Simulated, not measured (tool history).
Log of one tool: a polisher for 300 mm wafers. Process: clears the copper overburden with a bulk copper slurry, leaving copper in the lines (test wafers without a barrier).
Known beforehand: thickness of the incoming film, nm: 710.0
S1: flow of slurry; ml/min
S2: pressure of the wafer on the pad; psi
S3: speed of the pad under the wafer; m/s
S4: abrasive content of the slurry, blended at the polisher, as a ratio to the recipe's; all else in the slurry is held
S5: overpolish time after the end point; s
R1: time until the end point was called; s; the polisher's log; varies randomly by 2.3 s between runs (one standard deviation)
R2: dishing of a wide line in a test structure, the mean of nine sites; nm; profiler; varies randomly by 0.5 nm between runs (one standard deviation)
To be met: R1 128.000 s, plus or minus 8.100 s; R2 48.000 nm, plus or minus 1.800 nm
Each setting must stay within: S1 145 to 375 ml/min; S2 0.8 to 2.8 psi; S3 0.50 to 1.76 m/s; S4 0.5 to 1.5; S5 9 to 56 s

{"run": 1, "hour": 0.0, "S1": 240, "S2": 1.8, "S3": 1.12, "S4": 1.0, "S5": 29, "R1": 93.871, "R2": 67.803}
{"run": 2, "hour": 4.4, "S1": 240, "S2": 1.7, "S3": 1.14, "S4": 1.0, "S5": 25, "R1": 97.418, "R2": 63.282}
{"run": 3, "hour": 5.6, "S1": 240, "S2": 1.7, "S3": 1.0, "S4": 1.0, "S5": 25, "R1": 111.63, "R2": 60.466}
{"run": 4, "hour": 11.8, "S1": 240, "S2": 1.6, "S3": 1.02, "S4": 1.0, "S5": 22, "R1": 116.96, "R2": 56.703}
{"run": 5, "hour": 13.5, "S1": 240, "S2": 1.6, "S3": 1.04, "S4": 1.0, "S5": 20, "R1": 114.35, "R2": 55.065}
{"run": 6, "hour": 20.4, "S1": 220, "S2": 1.6, "S3": 1.04, "S4": 1.0, "S5": 20, "R1": 111.4, "R2": 53.915}
{"run": 7, "hour": 22.8, "S1": 215, "S2": 1.5, "S3": 1.04, "S4": 1.0, "S5": 20, "R1": 120.65, "R2": 52.407}
{"run": 8, "hour": 29.0, "S1": 210, "S2": 1.5, "S3": 1.04, "S4": 1.0, "S5": 19, "R1": 125.4, "R2": 50.339}
{"run": 9, "hour": 35.9, "S1": 205, "S2": 1.5, "S3": 1.04, "S4": 1.0, "S5": 19, "R1": 124.52, "R2": 51.723}

Pick the move, out of 4, that brings all results within their allowed miss; only one does.
{"run": "A", "hour": 42.8, "S1": 235, "S2": 1.4, "S3": 0.98, "S4": 0.9, "S5": 27, "R1": "?", "R2": "?"}
{"run": "B", "hour": 42.8, "S1": 225, "S2": 1.4, "S3": 1.08, "S4": 1.2, "S5": 27, "R1": "?", "R2": "?"}
{"run": "C", "hour": 42.8, "S1": 185, "S2": 1.4, "S3": 1.02, "S4": 1.0, "S5": 35, "R1": "?", "R2": "?"}
{"run": "D", "hour": 42.8, "S1": 150, "S2": 1.6, "S3": 0.96, "S4": 1.2, "S5": 17, "R1": "?", "R2": "?"}

move=A R1=138.960 R2=54.143
move=B R1=119.450 R2=57.198
move=C R1=134.470 R2=59.693
move=D R1=125.300 R2=46.889
A: misses by more than the last run did
B: misses by more than the last run did
C: misses by more than the last run did
D: every result lands within tolerance
Correct choice: D, which meets every target

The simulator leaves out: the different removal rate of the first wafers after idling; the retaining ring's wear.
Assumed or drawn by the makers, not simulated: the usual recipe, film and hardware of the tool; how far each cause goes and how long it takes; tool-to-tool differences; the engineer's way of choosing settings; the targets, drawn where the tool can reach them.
